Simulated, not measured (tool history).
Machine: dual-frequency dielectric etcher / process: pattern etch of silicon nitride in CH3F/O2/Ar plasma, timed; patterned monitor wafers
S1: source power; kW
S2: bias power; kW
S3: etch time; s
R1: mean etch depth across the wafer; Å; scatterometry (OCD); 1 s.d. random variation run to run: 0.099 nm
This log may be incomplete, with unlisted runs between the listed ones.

{"run": 1, "hour": 0.0, "S1": 0.3, "S2": 0.081, "S3": 56, "R1": 342.05}
{"run": 2, "hour": 4.6, "S1": 0.28, "S2": 0.08, "S3": 56, "R1": 333.75}
{"run": 3, "hour": 10.6, "S1": 0.27, "S2": 0.079, "S3": 56, "R1": 330.22}
{"run": 4, "hour": 13.8, "S1": 0.27, "S2": 0.079, "S3": 56, "R1": 327.7}
{"run": 5, "hour": 15.0, "S1": 0.27, "S2": 0.079, "S3": 56, "R1": 330.15}
{"run": 6, "hour": 19.5, "S1": 0.27, "S2": 0.079, "S3": 58.5, "R1": 345.6}

Run 7 has not been measured yet. What should we expect?
{"run": 7, "hour": 23.8, "S1": 0.25, "S2": 0.077, "S3": 58.5, "R1": "?"}

R1: 335.49 Å
